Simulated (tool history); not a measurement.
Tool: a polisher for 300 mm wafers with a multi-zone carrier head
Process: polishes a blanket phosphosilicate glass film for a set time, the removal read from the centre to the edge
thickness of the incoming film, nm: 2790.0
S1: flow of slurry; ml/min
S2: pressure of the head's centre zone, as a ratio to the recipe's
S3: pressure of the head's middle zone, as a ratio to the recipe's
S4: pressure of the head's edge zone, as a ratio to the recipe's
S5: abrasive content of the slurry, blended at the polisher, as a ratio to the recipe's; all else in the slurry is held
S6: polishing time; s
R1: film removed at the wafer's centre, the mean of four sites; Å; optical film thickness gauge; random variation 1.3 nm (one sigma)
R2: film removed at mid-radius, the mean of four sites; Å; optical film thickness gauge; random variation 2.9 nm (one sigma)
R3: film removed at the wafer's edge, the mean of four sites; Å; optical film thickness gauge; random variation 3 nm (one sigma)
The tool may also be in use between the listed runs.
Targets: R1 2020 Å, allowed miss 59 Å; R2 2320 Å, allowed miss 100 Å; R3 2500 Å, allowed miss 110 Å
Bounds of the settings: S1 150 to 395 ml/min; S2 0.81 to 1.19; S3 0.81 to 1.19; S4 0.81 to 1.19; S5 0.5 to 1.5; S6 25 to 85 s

run	hour	S1	S2	S3	S4	S5	S6	R1	R2	R3
1	0	250	1	1	1	1	55	3780.9	3676.7	3772.1
2	2.4	240	0.96	0.99	1	0.9	53	3316.5	3309.7	3385
3	5.8	240	0.96	0.99	1	1.05	53	3547.7	3484.5	3634.2
4	14.2	240	1.04	0.99	1	1.05	53	3844.4	3575.7	3603.1
5	20.7	240	1.04	0.99	0.94	1.05	53	3835.2	3515	3528.5
6	28.1	240	1.04	0.99	0.94	1.25	53	4159.8	3846.7	3749
7	33.7	195	0.94	0.98	0.93	1	43	2680.4	2705.7	2795.2
8	36.2	190	0.91	0.98	0.93	0.95	43	2493.7	2600.1	2676.2

5 next moves are on the table. One of them brings every result within its allowed miss. Which?
A	38.7	150	0.82	0.97	1	0.85	42	?	?	?
B	38.7	150	1.12	0.85	0.82	0.9	45	?	?	?
C	38.7	195	1.19	1	0.85	1	40	?	?	?
D	38.7	230	0.96	0.91	0.87	1.05	40	?	?	?
E	38.7	180	0.82	1.19	0.85	0.95	42	?	?	?

move	R1	R2	R3
A	2021	2292	2485.7
B	3044.7	2258.5	2508
C	3150.2	2501.9	2436.1
D	2648.8	2412	2554.8
E	2197.3	2953.1	2473.6
A: meets every target
B: further off than the last run
C: further off than the last run
D: further off than the last run
E: nearer than the last run, and not there yet
Move A is the one to make.
